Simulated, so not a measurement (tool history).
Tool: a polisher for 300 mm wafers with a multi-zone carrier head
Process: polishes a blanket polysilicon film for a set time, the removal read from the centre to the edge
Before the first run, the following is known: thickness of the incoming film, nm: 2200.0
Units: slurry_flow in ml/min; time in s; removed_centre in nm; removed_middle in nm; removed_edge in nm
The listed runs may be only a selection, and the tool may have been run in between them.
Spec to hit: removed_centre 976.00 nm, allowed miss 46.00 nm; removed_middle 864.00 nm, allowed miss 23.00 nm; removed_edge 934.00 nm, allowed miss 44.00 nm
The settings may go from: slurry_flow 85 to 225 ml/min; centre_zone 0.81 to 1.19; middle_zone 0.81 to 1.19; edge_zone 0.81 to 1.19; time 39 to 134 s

Run 1, day 0.000: slurry_flow 145 ml/min, centre_zone 1.00, middle_zone 1.00, edge_zone 1.00, time 86 s. Result: removed_centre 629.14 nm, removed_middle 627.10 nm, removed_edge 648.09 nm.
Run 2, day 0.129: slurry_flow 145 ml/min, centre_zone 1.00, middle_zone 1.00, edge_zone 0.94, time 86 s. Result: removed_centre 625.76 nm, removed_middle 630.64 nm, removed_edge 638.65 nm.
Run 3, day 0.388: slurry_flow 145 ml/min, centre_zone 1.00, middle_zone 1.00, edge_zone 0.94, time 73 s. Result: removed_centre 526.49 nm, removed_middle 528.03 nm, removed_edge 520.54 nm.
Run 4, day 0.625: slurry_flow 175 ml/min, centre_zone 1.00, middle_zone 1.00, edge_zone 0.94, time 73 s. Result: removed_centre 561.57 nm, removed_middle 547.44 nm, removed_edge 546.06 nm.
Run 5, day 0.704: slurry_flow 175 ml/min, centre_zone 0.96, middle_zone 1.00, edge_zone 0.94, time 73 s. Result: removed_centre 544.66 nm, removed_middle 557.60 nm, removed_edge 542.74 nm.
Run 6, day 0.754: slurry_flow 180 ml/min, centre_zone 1.00, middle_zone 1.02, edge_zone 0.98, time 81 s. Result: removed_centre 622.64 nm, removed_middle 627.80 nm, removed_edge 598.70 nm.
Run 7, day 0.988: slurry_flow 175 ml/min, centre_zone 1.02, middle_zone 1.00, edge_zone 0.98, time 90 s. Result: removed_centre 719.33 nm, removed_middle 687.84 nm, removed_edge 686.77 nm.
Run 8, day 1.162: slurry_flow 170 ml/min, centre_zone 1.12, middle_zone 1.03, edge_zone 1.08, time 110 s. Result: removed_centre 914.84 nm, removed_middle 838.27 nm, removed_edge 876.58 nm.
Run 9, day 1.492: slurry_flow 175 ml/min, centre_zone 1.12, middle_zone 1.02, edge_zone 1.09, time 111 s. Result: removed_centre 976.88 nm, removed_middle 845.81 nm, removed_edge 876.67 nm.
Run 10, day 1.846: slurry_flow 170 ml/min, centre_zone 1.11, middle_zone 1.02, edge_zone 1.10, time 112 s. Result: removed_centre 946.51 nm, removed_middle 857.86 nm, removed_edge 887.47 nm.

Exercise: of the 4 proposed moves below, exactly one satisfies all targets within the stated allowed misses. Which move is it?
Run A, day 2.200: slurry_flow 165 ml/min, centre_zone 1.07, middle_zone 1.07, edge_zone 1.09, time 119 s. Result: removed_centre ?, removed_middle ?, removed_edge ?.
Run B, day 2.200: slurry_flow 200 ml/min, centre_zone 1.19, middle_zone 0.95, edge_zone 1.09, time 116 s. Result: removed_centre ?, removed_middle ?, removed_edge ?.
Run C, day 2.200: slurry_flow 155 ml/min, centre_zone 1.18, middle_zone 0.90, edge_zone 1.09, time 120 s. Result: removed_centre ?, removed_middle ?, removed_edge ?.
Run D, day 2.200: slurry_flow 200 ml/min, centre_zone 1.07, middle_zone 0.93, edge_zone 1.10, time 116 s. Result: removed_centre ?, removed_middle ?, removed_edge ?.

move  removed_centre  removed_middle  removed_edge
   A          978.71          927.07        946.36
   B         1100.20          866.51        945.84
   C         1073.50          830.06        947.53
   D          988.45          855.99        949.49
A: the furthest-off result lands on target, but another misses its tolerance
B: the furthest-off result lands on target, but another misses its tolerance
C: the furthest-off result lands on target, but another misses its tolerance
D: each result inside its tolerance
The move that meets every target is D.

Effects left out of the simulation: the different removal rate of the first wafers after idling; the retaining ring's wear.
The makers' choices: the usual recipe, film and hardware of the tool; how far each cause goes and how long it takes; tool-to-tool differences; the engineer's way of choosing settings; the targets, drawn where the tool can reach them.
